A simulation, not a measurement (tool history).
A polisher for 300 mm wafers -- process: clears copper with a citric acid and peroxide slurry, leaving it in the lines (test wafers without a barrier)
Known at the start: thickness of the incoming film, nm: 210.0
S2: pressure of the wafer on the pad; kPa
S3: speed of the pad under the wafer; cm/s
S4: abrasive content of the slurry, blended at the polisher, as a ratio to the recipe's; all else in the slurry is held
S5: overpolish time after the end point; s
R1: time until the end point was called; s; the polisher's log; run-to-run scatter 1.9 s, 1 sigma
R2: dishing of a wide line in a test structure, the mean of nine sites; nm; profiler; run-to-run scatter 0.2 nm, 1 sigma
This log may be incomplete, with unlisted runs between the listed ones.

{"run": 1, "hour": 0.0, "flow of slurry (ml/min)": 290, "S2": 13.8, "S3": 84, "S4": 1, "S5": 13, "R1": 184.64, "R2": 9.8731}
{"run": 2, "hour": 4.8, "flow of slurry (ml/min)": 290, "S2": 11, "S3": 84, "S4": 1, "S5": 13, "R1": 235.43, "R2": 8.1789}
{"run": 3, "hour": 10.8, "flow of slurry (ml/min)": 245, "S2": 11, "S3": 84, "S4": 1, "S5": 13, "R1": 231.72, "R2": 8.1821}
{"run": 4, "hour": 17.2, "flow of slurry (ml/min)": 245, "S2": 11, "S3": 84, "S4": 1, "S5": 15, "R1": 233.63, "R2": 9.2428}
{"run": 5, "hour": 25.5, "flow of slurry (ml/min)": 245, "S2": 11, "S3": 84, "S4": 1, "S5": 16, "R1": 232.41, "R2": 9.931}
{"run": 6, "hour": 32.4, "flow of slurry (ml/min)": 290, "S2": 11, "S3": 84, "S4": 1, "S5": 16, "R1": 230.18, "R2": 10.196}
{"run": 7, "hour": 38.8, "flow of slurry (ml/min)": 290, "S2": 11, "S3": 84, "S4": 1, "S5": 17, "R1": 232.46, "R2": 10.711}
{"run": 8, "hour": 46.3, "flow of slurry (ml/min)": 290, "S2": 11, "S3": 84, "S4": 1, "S5": 18, "R1": 233.76, "R2": 11.116}
{"run": 9, "hour": 49.6, "flow of slurry (ml/min)": 290, "S2": 11, "S3": 84, "S4": 1, "S5": 19, "R1": 231.63, "R2": 11.904}

The next listed run, before its measurement:
{"run": 10, "hour": 53.0, "flow of slurry (ml/min)": 290, "S2": 11, "S3": 84, "S4": 1, "S5": 20, "R1": "?", "R2": "?"}

{"run 10": {"R1": 231.91, "R2": 12.273}}

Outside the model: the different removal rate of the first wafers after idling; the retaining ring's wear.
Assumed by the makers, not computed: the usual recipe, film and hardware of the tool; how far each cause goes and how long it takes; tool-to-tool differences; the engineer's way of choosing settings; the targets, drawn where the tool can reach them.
